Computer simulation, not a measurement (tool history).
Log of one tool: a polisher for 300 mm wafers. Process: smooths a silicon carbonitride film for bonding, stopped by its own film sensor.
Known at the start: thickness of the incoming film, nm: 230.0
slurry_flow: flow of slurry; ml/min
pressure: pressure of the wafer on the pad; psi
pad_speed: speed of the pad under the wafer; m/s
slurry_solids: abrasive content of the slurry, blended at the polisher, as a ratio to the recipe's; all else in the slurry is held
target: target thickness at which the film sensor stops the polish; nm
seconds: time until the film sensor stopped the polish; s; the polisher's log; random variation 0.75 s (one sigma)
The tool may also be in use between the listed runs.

run 1 day=0 | slurry_flow=280 pressure=2.4 pad_speed=0.82 slurry_solids=1 target=213 | seconds=67.912
run 2 day=0.3 | slurry_flow=280 pressure=2.5 pad_speed=0.82 slurry_solids=1 target=213 | seconds=65.138
run 3 day=0.446 | slurry_flow=280 pressure=2.6 pad_speed=0.82 slurry_solids=1 target=213 | seconds=61.404
run 4 day=0.658 | slurry_flow=280 pressure=2.8 pad_speed=0.82 slurry_solids=1 target=213 | seconds=59.451
run 5 day=0.788 | slurry_flow=280 pressure=2.3 pad_speed=0.82 slurry_solids=1 target=213 | seconds=71.793
run 6 day=1.058 | slurry_flow=280 pressure=2.4 pad_speed=0.82 slurry_solids=1 target=213 | seconds=66.676
run 7 day=1.362 | slurry_flow=280 pressure=2.5 pad_speed=0.82 slurry_solids=1 target=213 | seconds=64.839
run 8 day=1.433 | slurry_flow=280 pressure=2.6 pad_speed=0.82 slurry_solids=1 target=213 | seconds=63.772

Run 9 comes next. What will it give?
run 9 day=1.775 | slurry_flow=280 pressure=2.7 pad_speed=0.82 slurry_solids=1 target=213 | seconds=?

{"run 9": {"seconds": 61.232}}
